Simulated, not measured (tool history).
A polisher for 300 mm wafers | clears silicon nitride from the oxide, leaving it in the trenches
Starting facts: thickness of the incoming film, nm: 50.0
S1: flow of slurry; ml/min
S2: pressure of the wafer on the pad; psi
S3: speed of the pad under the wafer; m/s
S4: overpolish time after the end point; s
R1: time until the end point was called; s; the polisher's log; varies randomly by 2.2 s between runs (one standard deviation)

| run | hour | S1 | S2 | S3 | S4 | R1 |
|---|---|---|---|---|---|---|
| 1 | 0 | 210 | 1.7 | 1.22 | 6 | 73.844 |
| 2 | 6.6 | 170 | 1.7 | 1.22 | 6 | 76.294 |
| 3 | 15.1 | 170 | 1.6 | 1.2 | 6 | 80.93 |
| 4 | 17.4 | 170 | 1.5 | 1.18 | 6 | 86.103 |
| 5 | 21.6 | 170 | 1.5 | 1.08 | 6 | 98.786 |
| 6 | 26.9 | 170 | 1.4 | 1.08 | 6 | 103.56 |
| 7 | 31 | 170 | 0.9 | 1.04 | 6 | 166.23 |

Expected results for the next run?
| 8 | 36.3 | 170 | 1.2 | 1.06 | 6 | ? |

{"run 8": {"R1": 118.16}}

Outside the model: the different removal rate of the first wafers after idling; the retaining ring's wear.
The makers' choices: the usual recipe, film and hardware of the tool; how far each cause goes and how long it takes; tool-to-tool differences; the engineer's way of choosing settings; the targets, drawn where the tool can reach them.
